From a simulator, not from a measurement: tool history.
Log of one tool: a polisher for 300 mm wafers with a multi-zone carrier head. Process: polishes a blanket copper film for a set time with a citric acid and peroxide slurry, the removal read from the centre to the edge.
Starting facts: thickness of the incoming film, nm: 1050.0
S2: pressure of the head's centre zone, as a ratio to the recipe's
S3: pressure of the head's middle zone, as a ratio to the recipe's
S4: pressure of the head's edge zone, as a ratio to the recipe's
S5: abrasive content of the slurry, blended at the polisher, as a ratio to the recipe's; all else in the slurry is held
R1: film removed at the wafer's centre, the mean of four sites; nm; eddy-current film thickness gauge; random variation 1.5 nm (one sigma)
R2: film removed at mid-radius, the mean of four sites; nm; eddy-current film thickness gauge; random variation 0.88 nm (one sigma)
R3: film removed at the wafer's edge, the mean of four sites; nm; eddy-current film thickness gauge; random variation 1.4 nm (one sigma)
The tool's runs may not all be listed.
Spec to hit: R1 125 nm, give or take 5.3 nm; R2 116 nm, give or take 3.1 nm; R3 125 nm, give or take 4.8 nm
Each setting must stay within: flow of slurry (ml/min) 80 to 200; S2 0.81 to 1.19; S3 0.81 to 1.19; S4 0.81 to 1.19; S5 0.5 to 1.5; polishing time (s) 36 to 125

Run 1, hour 0: flow of slurry (ml/min) 130, S2 1, S3 1, S4 1, S5 1, polishing time (s) 80. Result: R1 158.9 nm, R2 141.48 nm, R3 142.27 nm.
Run 2, hour 1.6: flow of slurry (ml/min) 120, S2 0.97, S3 0.98, S4 0.98, S5 0.95, polishing time (s) 80. Result: R1 148.71 nm, R2 137.21 nm, R3 136.74 nm.
Run 3, hour 5: flow of slurry (ml/min) 120, S2 1.04, S3 0.98, S4 0.98, S5 0.95, polishing time (s) 80. Result: R1 161.57 nm, R2 134.69 nm, R3 136.22 nm.
Run 4, hour 6.8: flow of slurry (ml/min) 115, S2 1.01, S3 0.96, S4 0.98, S5 0.9, polishing time (s) 80. Result: R1 150.06 nm, R2 131.13 nm, R3 135.29 nm.
Run 5, hour 13.9: flow of slurry (ml/min) 135, S2 1.01, S3 0.96, S4 0.98, S5 0.9, polishing time (s) 80. Result: R1 158.69 nm, R2 136.97 nm, R3 137.48 nm.
Run 6, hour 18.6: flow of slurry (ml/min) 125, S2 0.99, S3 0.94, S4 0.98, S5 0.85, polishing time (s) 80. Result: R1 147.46 nm, R2 132.38 nm, R3 130.77 nm.
Run 7, hour 27.6: flow of slurry (ml/min) 115, S2 0.98, S3 0.92, S4 1, S5 0.85, polishing time (s) 80. Result: R1 141.63 nm, R2 126.91 nm, R3 133.24 nm.
Run 8, hour 30.3: flow of slurry (ml/min) 110, S2 0.97, S3 0.91, S4 0.99, S5 0.85, polishing time (s) 80. Result: R1 140.84 nm, R2 123.92 nm, R3 132.77 nm.
Run 9, hour 38.8: flow of slurry (ml/min) 85, S2 0.89, S3 0.91, S4 0.95, S5 0.7, polishing time (s) 79. Result: R1 110.73 nm, R2 107.69 nm, R3 115.96 nm.
Run 10, hour 46.6: flow of slurry (ml/min) 90, S2 0.9, S3 0.9, S4 0.96, S5 0.7, polishing time (s) 79. Result: R1 111.32 nm, R2 108.44 nm, R3 117.93 nm.
Run 11, hour 54.6: flow of slurry (ml/min) 90, S2 0.9, S3 0.9, S4 0.96, S5 0.7, polishing time (s) 79. Result: R1 111.64 nm, R2 109.14 nm, R3 114.74 nm.
At hour 56.2: centre zone pressure recalibrated.
Run 12, hour 56.2: flow of slurry (ml/min) 95, S2 0.91, S3 0.89, S4 0.98, S5 0.7, polishing time (s) 79. Result: R1 105.02 nm, R2 110.33 nm, R3 119.86 nm.
Run 13, hour 61: flow of slurry (ml/min) 100, S2 0.93, S3 0.88, S4 0.98, S5 0.7, polishing time (s) 79. Result: R1 111.15 nm, R2 111.46 nm, R3 120.08 nm.

4 candidate next runs follow, results not yet known. Just one meets every target within its allowed miss. Identify it.
Run A, hour 65.8: flow of slurry (ml/min) 120, S2 0.98, S3 0.82, S4 0.93, S5 0.65, polishing time (s) 82. Result: R1 ?, R2 ?, R3 ?.
Run B, hour 65.8: flow of slurry (ml/min) 125, S2 0.83, S3 0.83, S4 1, S5 0.5, polishing time (s) 84. Result: R1 ?, R2 ?, R3 ?.
Run C, hour 65.8: flow of slurry (ml/min) 200, S2 0.82, S3 1.07, S4 1.04, S5 0.5, polishing time (s) 70. Result: R1 ?, R2 ?, R3 ?.
Run D, hour 65.8: flow of slurry (ml/min) 100, S2 0.89, S3 0.92, S4 0.96, S5 0.85, polishing time (s) 72. Result: R1 ?, R2 ?, R3 ?.

move      R1      R2      R3
   A  122.49  115.63  124.61
   B  100.09   112.3  124.02
   C    91.5  117.43  112.43
   D  98.402  109.38  114.61
A: meets every target
B: the biggest miss grows against the last run
C: the biggest miss grows against the last run
D: the biggest miss grows against the last run
Go with A: it meets all targets.
